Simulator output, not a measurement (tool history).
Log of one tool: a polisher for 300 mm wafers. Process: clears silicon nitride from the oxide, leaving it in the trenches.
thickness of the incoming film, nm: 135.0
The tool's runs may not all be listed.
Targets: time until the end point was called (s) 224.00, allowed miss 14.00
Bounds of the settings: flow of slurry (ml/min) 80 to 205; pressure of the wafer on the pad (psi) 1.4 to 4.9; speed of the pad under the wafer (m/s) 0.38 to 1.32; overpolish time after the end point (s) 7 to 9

run,hour,flow of slurry (ml/min),pressure of the wafer on the pad (psi),speed of the pad under the wafer (m/s),overpolish time after the end point (s),time until the end point was called (s)
1,0.0,135,3.1,0.84,9,161.22
2,2.7,135,3.1,0.70,9,186.65
3,4.0,135,3.0,0.70,9,192.19
4,10.7,135,2.9,0.70,9,196.36
5,13.1,135,2.8,0.70,9,197.30
6,20.4,135,3.1,0.70,9,186.10
7,23.1,135,2.9,0.70,9,202.43
8,29.8,135,2.8,0.70,9,212.69

5 next moves are on the table. One of them brings every result within its allowed miss. Which?
A,36.5,150,3.6,0.60,7,?
B,36.5,145,2.8,0.72,9,?
C,36.5,90,2.5,0.82,7,?
D,36.5,140,3.1,0.64,7,?
E,36.5,150,3.3,0.70,9,?

move,time until the end point was called (s)
A,186.00
B,205.93
C,234.17
D,205.27
E,182.31
A: further off than the last run
B: further off than the last run
C: meets every target
D: further off than the last run
E: further off than the last run
The right move is C.
